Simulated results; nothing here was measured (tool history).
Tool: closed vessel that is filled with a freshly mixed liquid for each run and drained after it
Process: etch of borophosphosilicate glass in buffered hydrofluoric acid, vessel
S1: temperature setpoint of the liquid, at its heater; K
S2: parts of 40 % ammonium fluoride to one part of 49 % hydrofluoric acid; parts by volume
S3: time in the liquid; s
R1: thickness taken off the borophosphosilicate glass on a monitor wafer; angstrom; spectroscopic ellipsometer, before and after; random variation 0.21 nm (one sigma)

run	hour	S1	S2	S3	R1
1	0.0	296.15	20.5	30	284.87
2	7.0	299.15	20.5	30	336.26
3	13.9	299.15	24.5	30	296.03
4	19.7	296.65	24.5	30	258.96
5	22.6	298.15	24.5	30	281.06
6	27.6	298.15	24.5	30	279.35
7	35.4	299.15	24.5	30	296.99

Run 8 comes next. What will it give?
8	39.7	300.15	24.5	30	?

{"run 8": {"R1": 310.13}}

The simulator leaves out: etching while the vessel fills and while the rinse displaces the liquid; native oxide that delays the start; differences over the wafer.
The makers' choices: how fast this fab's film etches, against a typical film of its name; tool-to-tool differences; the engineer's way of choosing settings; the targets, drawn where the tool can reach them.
